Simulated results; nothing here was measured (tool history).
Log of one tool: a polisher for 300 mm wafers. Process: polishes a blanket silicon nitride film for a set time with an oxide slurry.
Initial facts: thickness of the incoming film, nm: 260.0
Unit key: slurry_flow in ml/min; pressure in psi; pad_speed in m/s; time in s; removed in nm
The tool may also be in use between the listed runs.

| run | hour | slurry_flow | pressure | pad_speed | slurry_solids | time | removed |
|---|---|---|---|---|---|---|---|
| 1 | 0.0 | 175 | 4.8 | 1.16 | 1.0 | 95 | 101.980 |
| 2 | 3.6 | 185 | 4.9 | 1.16 | 1.0 | 95 | 103.800 |
| 3 | 4.7 | 185 | 5.0 | 1.16 | 1.0 | 95 | 106.350 |
| 4 | 12.7 | 185 | 5.0 | 0.94 | 1.0 | 95 | 90.463 |
| 5 | 14.5 | 190 | 5.3 | 0.94 | 1.0 | 95 | 94.296 |
| 6 | 22.0 | 190 | 5.3 | 0.94 | 1.2 | 95 | 101.900 |
| 7 | 23.8 | 190 | 5.4 | 0.94 | 1.2 | 95 | 104.140 |
| 8 | 25.9 | 190 | 5.5 | 0.94 | 1.2 | 95 | 106.600 |

What will run 9 give?
| 9 | 26.8 | 190 | 5.6 | 0.94 | 1.2 | 95 | ? |

{"run 9": {"removed": 108.53}}
